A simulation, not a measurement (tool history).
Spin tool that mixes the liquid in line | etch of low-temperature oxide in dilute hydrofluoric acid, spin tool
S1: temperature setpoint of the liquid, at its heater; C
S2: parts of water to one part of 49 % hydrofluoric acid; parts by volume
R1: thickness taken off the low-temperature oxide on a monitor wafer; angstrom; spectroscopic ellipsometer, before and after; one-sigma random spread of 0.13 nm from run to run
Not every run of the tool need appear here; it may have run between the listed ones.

run 1 hour=0.0 | S1=26.0 S2=140 time_under_the_liquid_(s)=280 | R1=419.94
run 2 hour=5.6 | S1=26.0 S2=140 time_under_the_liquid_(s)=280 | R1=416.24
run 3 hour=12.3 | S1=24.5 S2=150 time_under_the_liquid_(s)=280 | R1=362.84
run 4 hour=20.9 | S1=23.5 S2=155 time_under_the_liquid_(s)=280 | R1=337.27
run 5 hour=21.6 | S1=22.5 S2=160 time_under_the_liquid_(s)=280 | R1=311.65
run 6 hour=23.1 | S1=22.5 S2=160 time_under_the_liquid_(s)=300 | R1=338.48
run 7 hour=28.3 | S1=21.5 S2=165 time_under_the_liquid_(s)=300 | R1=311.66
run 8 hour=34.7 | S1=21.0 S2=170 time_under_the_liquid_(s)=300 | R1=293.26
run 9 hour=37.8 | S1=20.5 S2=175 time_under_the_liquid_(s)=300 | R1=280.71
run 10 hour=45.3 | S1=20.0 S2=180 time_under_the_liquid_(s)=300 | R1=263.75
run 11 hour=47.9 | S1=19.5 S2=185 time_under_the_liquid_(s)=300 | R1=250.68
run 12 hour=50.7 | S1=19.0 S2=185 time_under_the_liquid_(s)=300 | R1=244.15

What does the tool deliver on the next run?
run 13 hour=51.5 | S1=18.0 S2=195 time_under_the_liquid_(s)=300 | R1=?

Run 13 gave R1 224.36 angstrom.

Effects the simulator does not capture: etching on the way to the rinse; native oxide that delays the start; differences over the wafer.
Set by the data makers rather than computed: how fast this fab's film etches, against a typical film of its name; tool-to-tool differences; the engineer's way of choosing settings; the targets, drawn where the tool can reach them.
